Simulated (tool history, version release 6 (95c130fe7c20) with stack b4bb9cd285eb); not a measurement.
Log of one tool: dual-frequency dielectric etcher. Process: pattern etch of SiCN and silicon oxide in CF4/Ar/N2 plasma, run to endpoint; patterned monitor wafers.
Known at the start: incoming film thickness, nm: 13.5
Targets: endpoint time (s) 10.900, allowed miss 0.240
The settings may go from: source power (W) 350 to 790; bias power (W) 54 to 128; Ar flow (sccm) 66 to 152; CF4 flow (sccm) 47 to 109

run 1 hour=0.0 | source_power_(W)=570 bias_power_(W)=91 Ar_flow_(sccm)=109 CF4_flow_(sccm)=78 | endpoint_time_(s)=12.218
run 2 hour=6.0 | source_power_(W)=570 bias_power_(W)=85 Ar_flow_(sccm)=109 CF4_flow_(sccm)=78 | endpoint_time_(s)=12.314
run 3 hour=14.4 | source_power_(W)=570 bias_power_(W)=75 Ar_flow_(sccm)=109 CF4_flow_(sccm)=78 | endpoint_time_(s)=12.634
run 4 hour=19.5 | source_power_(W)=590 bias_power_(W)=75 Ar_flow_(sccm)=109 CF4_flow_(sccm)=78 | endpoint_time_(s)=12.177
run 5 hour=21.0 | source_power_(W)=590 bias_power_(W)=75 Ar_flow_(sccm)=92 CF4_flow_(sccm)=78 | endpoint_time_(s)=12.032
run 6 hour=28.5 | source_power_(W)=600 bias_power_(W)=75 Ar_flow_(sccm)=92 CF4_flow_(sccm)=78 | endpoint_time_(s)=11.853
run 7 hour=32.6 | source_power_(W)=610 bias_power_(W)=75 Ar_flow_(sccm)=92 CF4_flow_(sccm)=78 | endpoint_time_(s)=11.537
run 8 hour=41.4 | source_power_(W)=620 bias_power_(W)=75 Ar_flow_(sccm)=92 CF4_flow_(sccm)=78 | endpoint_time_(s)=11.477
run 9 hour=45.3 | source_power_(W)=630 bias_power_(W)=75 Ar_flow_(sccm)=92 CF4_flow_(sccm)=78 | endpoint_time_(s)=11.135

Which of these 4 next moves meets every target?
run A hour=49.2 | source_power_(W)=620 bias_power_(W)=75 Ar_flow_(sccm)=96 CF4_flow_(sccm)=81 | endpoint_time_(s)=?
run B hour=49.2 | source_power_(W)=600 bias_power_(W)=83 Ar_flow_(sccm)=86 CF4_flow_(sccm)=80 | endpoint_time_(s)=?
run C hour=49.2 | source_power_(W)=620 bias_power_(W)=72 Ar_flow_(sccm)=99 CF4_flow_(sccm)=66 | endpoint_time_(s)=?
run D hour=49.2 | source_power_(W)=630 bias_power_(W)=70 Ar_flow_(sccm)=77 CF4_flow_(sccm)=99 | endpoint_time_(s)=?

move=A endpoint_time_(s)=11.462
move=B endpoint_time_(s)=11.565
move=C endpoint_time_(s)=11.856
move=D endpoint_time_(s)=11.008
A: further off than the last run
B: further off than the last run
C: further off than the last run
D: meets every target
Move D is the one to make.
